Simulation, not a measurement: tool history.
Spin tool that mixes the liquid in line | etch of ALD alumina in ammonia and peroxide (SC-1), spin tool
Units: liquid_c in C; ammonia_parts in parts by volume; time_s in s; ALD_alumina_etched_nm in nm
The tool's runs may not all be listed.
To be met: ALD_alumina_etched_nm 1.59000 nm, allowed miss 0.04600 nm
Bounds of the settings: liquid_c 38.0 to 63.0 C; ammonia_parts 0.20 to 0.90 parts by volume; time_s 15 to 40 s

run 1 hour=0.0 | liquid_c=47.0 ammonia_parts=0.50 time_s=40 | ALD_alumina_etched_nm=1.11200
run 2 hour=3.9 | liquid_c=47.0 ammonia_parts=0.50 time_s=40 | ALD_alumina_etched_nm=1.10670
run 3 hour=10.6 | liquid_c=47.5 ammonia_parts=0.50 time_s=40 | ALD_alumina_etched_nm=1.14100
run 4 hour=17.2 | liquid_c=40.5 ammonia_parts=0.50 time_s=40 | ALD_alumina_etched_nm=0.76778
run 5 hour=17.7 | liquid_c=42.0 ammonia_parts=0.50 time_s=40 | ALD_alumina_etched_nm=0.83672
run 6 hour=18.7 | liquid_c=43.0 ammonia_parts=0.50 time_s=40 | ALD_alumina_etched_nm=0.88795
run 7 hour=26.7 | liquid_c=44.0 ammonia_parts=0.50 time_s=40 | ALD_alumina_etched_nm=0.92772
run 8 hour=34.6 | liquid_c=45.0 ammonia_parts=0.50 time_s=40 | ALD_alumina_etched_nm=0.98126
run 9 hour=37.6 | liquid_c=46.0 ammonia_parts=0.50 time_s=40 | ALD_alumina_etched_nm=1.04510

Which of these 5 next moves meets every target?
run A hour=40.6 | liquid_c=51.0 ammonia_parts=0.40 time_s=40 | ALD_alumina_etched_nm=?
run B hour=40.6 | liquid_c=53.5 ammonia_parts=0.50 time_s=40 | ALD_alumina_etched_nm=?
run C hour=40.6 | liquid_c=58.5 ammonia_parts=0.55 time_s=40 | ALD_alumina_etched_nm=?
run D hour=40.6 | liquid_c=58.0 ammonia_parts=0.65 time_s=40 | ALD_alumina_etched_nm=?
run E hour=40.6 | liquid_c=55.5 ammonia_parts=0.60 time_s=40 | ALD_alumina_etched_nm=?

move=A ALD_alumina_etched_nm=1.34940
move=B ALD_alumina_etched_nm=1.57820
move=C ALD_alumina_etched_nm=2.07340
move=D ALD_alumina_etched_nm=2.05240
move=E ALD_alumina_etched_nm=1.78640
A: nearer than the last run, and not there yet
B: meets every target
C: takes the result that was furthest off past its target
D: takes the result that was furthest off past its target
E: takes the result that was furthest off past its target
Answer: B

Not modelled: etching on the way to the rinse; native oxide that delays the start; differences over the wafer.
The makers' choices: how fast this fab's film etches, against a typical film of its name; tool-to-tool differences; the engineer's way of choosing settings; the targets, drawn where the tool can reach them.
